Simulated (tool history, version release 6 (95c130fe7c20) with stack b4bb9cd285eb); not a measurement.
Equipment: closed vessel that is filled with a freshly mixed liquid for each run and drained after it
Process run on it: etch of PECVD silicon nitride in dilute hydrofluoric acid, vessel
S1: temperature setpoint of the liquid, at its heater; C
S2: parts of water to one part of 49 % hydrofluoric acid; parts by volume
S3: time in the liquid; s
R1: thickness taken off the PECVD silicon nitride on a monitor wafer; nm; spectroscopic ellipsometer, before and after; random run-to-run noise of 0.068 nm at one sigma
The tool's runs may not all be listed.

run  hour    S1   S2   S3      R1
  1     0    26  270  810  8.0461
  2   2.9  24.5  270  810  7.3748
  3   4.3  24.5  270  810  7.3567
  4  10.6  25.5  270  810  7.8052
  5  18.1  25.5  270  810  7.9494
     19.5  -- hydrofluoric acid flow meter replaced
  6  19.5    26  270  810  7.4502

What does the tool deliver on the next run?
  7  21.7  26.5  255  810   ?

Run 7 measured R1 8.1305 nm.
